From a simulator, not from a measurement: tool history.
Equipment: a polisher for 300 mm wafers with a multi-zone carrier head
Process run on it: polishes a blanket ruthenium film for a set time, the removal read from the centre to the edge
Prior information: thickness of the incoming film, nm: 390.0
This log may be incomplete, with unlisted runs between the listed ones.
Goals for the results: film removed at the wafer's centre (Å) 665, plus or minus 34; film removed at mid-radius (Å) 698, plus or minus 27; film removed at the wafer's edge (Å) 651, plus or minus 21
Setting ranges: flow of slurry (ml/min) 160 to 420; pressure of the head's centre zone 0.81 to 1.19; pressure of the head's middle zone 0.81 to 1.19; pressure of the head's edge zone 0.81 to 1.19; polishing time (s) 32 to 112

run	hour	flow of slurry (ml/min)	pressure of the head's centre zone	pressure of the head's middle zone	pressure of the head's edge zone	polishing time (s)	film removed at the wafer's centre (Å)	film removed at mid-radius (Å)	film removed at the wafer's edge (Å)
1	0	270	1	1	1	72	1111.3	1073.5	1122.4
2	2.1	270	0.99	1.02	0.95	60	925.76	916.4	899.56
3	4.8	265	0.96	1.01	0.92	54	769.58	820.72	772.97
4	10.6	305	0.96	1.01	0.92	54	784.94	841.82	794.78
5	18.2	305	0.9	1.01	0.92	54	757	839.02	797.61
6	27	305	0.9	1.08	0.92	54	774.66	880.25	804.99
7	31.1	285	0.92	1.02	0.89	52	748.62	808.2	737.84
8	34.7	270	0.9	0.98	0.87	52	711.35	775.89	753.58
9	42.9	275	0.95	1	0.84	41	595.82	618.28	567.96
10	50.2	280	0.96	1.01	0.88	42	623.69	642.47	615.59
11	54.5	330	0.99	1.08	0.9	42	665.49	703.2	617.43
12	56.5	325	0.99	1.07	0.91	42	656.93	683.92	613.98

Which one of the following 5 next-run settings gets every result inside its allowed miss? There is exactly one.
A	58.5	420	1	1.17	0.92	39	?	?	?
B	58.5	345	1.09	1.14	0.9	39	?	?	?
C	58.5	340	0.95	1.01	0.88	44	?	?	?
D	58.5	300	0.97	1.07	0.81	42	?	?	?
E	58.5	420	1.07	1.06	0.88	38	?	?	?

move	film removed at the wafer's centre (Å)	film removed at mid-radius (Å)	film removed at the wafer's edge (Å)
A	642.91	698.97	584.61
B	688.98	672.43	571.87
C	675.17	683.79	639.06
D	649.59	677.11	581.93
E	670.09	625.54	558.95
A: misses by more than the last run did
B: misses by more than the last run did
C: hits every target within its allowed miss
D: misses by more than the last run did
E: misses by more than the last run did
The right move is C.

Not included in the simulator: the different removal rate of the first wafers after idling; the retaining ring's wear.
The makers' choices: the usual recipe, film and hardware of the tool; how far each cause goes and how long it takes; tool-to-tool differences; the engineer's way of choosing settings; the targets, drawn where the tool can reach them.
